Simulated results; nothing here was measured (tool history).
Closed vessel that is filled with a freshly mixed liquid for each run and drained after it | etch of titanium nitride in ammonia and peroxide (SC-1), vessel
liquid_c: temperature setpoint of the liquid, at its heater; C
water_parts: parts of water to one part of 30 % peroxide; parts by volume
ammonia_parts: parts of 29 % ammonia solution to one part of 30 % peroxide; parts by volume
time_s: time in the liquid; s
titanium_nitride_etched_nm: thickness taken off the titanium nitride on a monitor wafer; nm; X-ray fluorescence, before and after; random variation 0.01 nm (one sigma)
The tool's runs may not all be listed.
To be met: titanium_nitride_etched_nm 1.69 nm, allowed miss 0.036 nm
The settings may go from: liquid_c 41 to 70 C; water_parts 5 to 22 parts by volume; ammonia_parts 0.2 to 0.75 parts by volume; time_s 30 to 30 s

Run 1, day 0: liquid_c 57 C, water_parts 12.5 parts by volume, ammonia_parts 0.45 parts by volume, time_s 30 s. Result: titanium_nitride_etched_nm 2.1563 nm.
Run 2, day 0.338: liquid_c 60.5 C, water_parts 12.5 parts by volume, ammonia_parts 0.45 parts by volume, time_s 30 s. Result: titanium_nitride_etched_nm 2.6695 nm.
Run 3, day 0.483: liquid_c 60.5 C, water_parts 12.5 parts by volume, ammonia_parts 0.45 parts by volume, time_s 30 s. Result: titanium_nitride_etched_nm 2.7248 nm.
Run 4, day 0.7: liquid_c 60.5 C, water_parts 12.5 parts by volume, ammonia_parts 0.35 parts by volume, time_s 30 s. Result: titanium_nitride_etched_nm 2.616 nm.
Run 5, day 0.85: liquid_c 59 C, water_parts 12.5 parts by volume, ammonia_parts 0.35 parts by volume, time_s 30 s. Result: titanium_nitride_etched_nm 2.3231 nm.
Run 6, day 0.979: liquid_c 59 C, water_parts 14.5 parts by volume, ammonia_parts 0.35 parts by volume, time_s 30 s. Result: titanium_nitride_etched_nm 2.1636 nm.
Run 7, day 1.129: liquid_c 54.5 C, water_parts 14.5 parts by volume, ammonia_parts 0.35 parts by volume, time_s 30 s. Result: titanium_nitride_etched_nm 1.5775 nm.
Run 8, day 1.154: liquid_c 55 C, water_parts 14.5 parts by volume, ammonia_parts 0.35 parts by volume, time_s 30 s. Result: titanium_nitride_etched_nm 1.6525 nm.

Which of these 4 next moves meets every target?
Run A, day 1.179: liquid_c 49 C, water_parts 7 parts by volume, ammonia_parts 0.3 parts by volume, time_s 30 s. Result: titanium_nitride_etched_nm ?.
Run B, day 1.179: liquid_c 56 C, water_parts 15 parts by volume, ammonia_parts 0.3 parts by volume, time_s 30 s. Result: titanium_nitride_etched_nm ?.
Run C, day 1.179: liquid_c 55.5 C, water_parts 16.5 parts by volume, ammonia_parts 0.35 parts by volume, time_s 30 s. Result: titanium_nitride_etched_nm ?.
Run D, day 1.179: liquid_c 56 C, water_parts 17.5 parts by volume, ammonia_parts 0.4 parts by volume, time_s 30 s. Result: titanium_nitride_etched_nm ?.

move  titanium_nitride_etched_nm
   A                      1.5552
   B                       1.677
   C                      1.5836
   D                      1.6254
A: further off than the last run
B: meets every target
C: further off than the last run
D: further off than the last run
Answer: B

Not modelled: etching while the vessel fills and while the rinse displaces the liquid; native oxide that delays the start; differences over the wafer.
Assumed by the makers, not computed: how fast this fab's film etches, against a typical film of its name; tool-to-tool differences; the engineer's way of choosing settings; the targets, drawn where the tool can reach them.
